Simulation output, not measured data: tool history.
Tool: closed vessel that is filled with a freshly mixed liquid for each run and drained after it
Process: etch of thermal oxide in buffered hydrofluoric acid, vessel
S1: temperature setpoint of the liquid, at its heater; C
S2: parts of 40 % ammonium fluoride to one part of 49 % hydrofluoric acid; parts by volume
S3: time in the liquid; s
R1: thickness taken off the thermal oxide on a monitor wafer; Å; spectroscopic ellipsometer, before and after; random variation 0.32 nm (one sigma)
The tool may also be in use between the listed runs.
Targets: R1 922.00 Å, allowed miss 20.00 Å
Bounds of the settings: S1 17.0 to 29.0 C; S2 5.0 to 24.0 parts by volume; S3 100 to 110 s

run 1 day=0.000 | S1=21.0 S2=14.5 S3=100 | R1=600.94
run 2 day=0.304 | S1=21.0 S2=16.5 S3=100 | R1=526.09
run 3 day=0.475 | S1=21.0 S2=16.5 S3=100 | R1=530.57
run 4 day=0.762 | S1=22.0 S2=16.0 S3=100 | R1=576.51
run 5 day=0.975 | S1=23.0 S2=16.0 S3=100 | R1=605.45
run 6 day=1.171 | S1=24.0 S2=15.5 S3=100 | R1=662.55
run 7 day=1.254 | S1=24.5 S2=15.5 S3=100 | R1=680.77
run 8 day=1.304 | S1=25.0 S2=15.5 S3=100 | R1=697.79
run 9 day=1.508 | S1=25.0 S2=15.5 S3=100 | R1=700.18
run 10 day=1.638 | S1=25.5 S2=15.5 S3=100 | R1=719.20
run 11 day=1.688 | S1=26.0 S2=15.5 S3=100 | R1=741.79
run 12 day=1.846 | S1=26.5 S2=15.5 S3=100 | R1=759.99
run 13 day=2.071 | S1=27.0 S2=15.5 S3=100 | R1=780.67
run 14 day=2.279 | S1=27.5 S2=15.5 S3=100 | R1=798.36
run 15 day=2.562 | S1=28.5 S2=15.0 S3=100 | R1=870.48

4 next moves are on the table. One of them brings every result within its allowed miss. Which?
run A day=2.846 | S1=28.0 S2=14.5 S3=105 | R1=?
run B day=2.846 | S1=27.5 S2=13.5 S3=105 | R1=?
run C day=2.846 | S1=29.0 S2=15.5 S3=100 | R1=?
run D day=2.846 | S1=26.0 S2=15.5 S3=105 | R1=?

move=A R1=925.25
move=B R1=966.39
move=C R1=870.33
move=D R1=778.38
A: meets every target
B: takes the result that was furthest off past its target
C: as far off as the last run
D: further off than the last run
Move A is the one to make.

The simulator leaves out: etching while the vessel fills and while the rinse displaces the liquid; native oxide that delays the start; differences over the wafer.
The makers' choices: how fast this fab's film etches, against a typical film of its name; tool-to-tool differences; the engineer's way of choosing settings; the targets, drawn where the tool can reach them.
